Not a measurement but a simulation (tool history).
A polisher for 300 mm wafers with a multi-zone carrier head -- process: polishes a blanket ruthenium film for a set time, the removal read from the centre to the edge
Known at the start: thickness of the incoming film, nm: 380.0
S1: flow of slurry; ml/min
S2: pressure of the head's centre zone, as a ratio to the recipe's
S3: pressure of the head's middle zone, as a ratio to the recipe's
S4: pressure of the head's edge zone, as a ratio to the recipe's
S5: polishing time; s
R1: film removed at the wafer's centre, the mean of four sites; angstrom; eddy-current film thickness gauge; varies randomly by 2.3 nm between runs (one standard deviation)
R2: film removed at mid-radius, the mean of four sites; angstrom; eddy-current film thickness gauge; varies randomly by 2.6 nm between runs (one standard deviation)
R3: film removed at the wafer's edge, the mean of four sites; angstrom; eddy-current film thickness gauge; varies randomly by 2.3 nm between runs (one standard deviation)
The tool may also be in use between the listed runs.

run,day,S1,S2,S3,S4,S5,R1,R2,R3
1,0.000,200,1.00,1.00,1.00,65,1486.0,1293.2,1271.6
2,0.025,200,1.07,1.00,1.00,65,1550.8,1269.4,1301.6
3,0.083,200,1.06,1.02,1.04,69,1620.9,1397.5,1401.0
4,0.358,205,1.07,1.03,1.07,72,1706.8,1516.1,1481.1
5,0.675,205,1.07,1.03,1.07,65,1544.8,1333.1,1356.2
6,1.004,205,1.07,0.95,1.07,65,1554.6,1249.1,1355.0

Forecast run 7:
7,1.079,210,1.07,0.97,1.09,69,?,?,?

{"run 7": {"R1": 1642.5, "R2": 1322.4, "R3": 1429.3}}
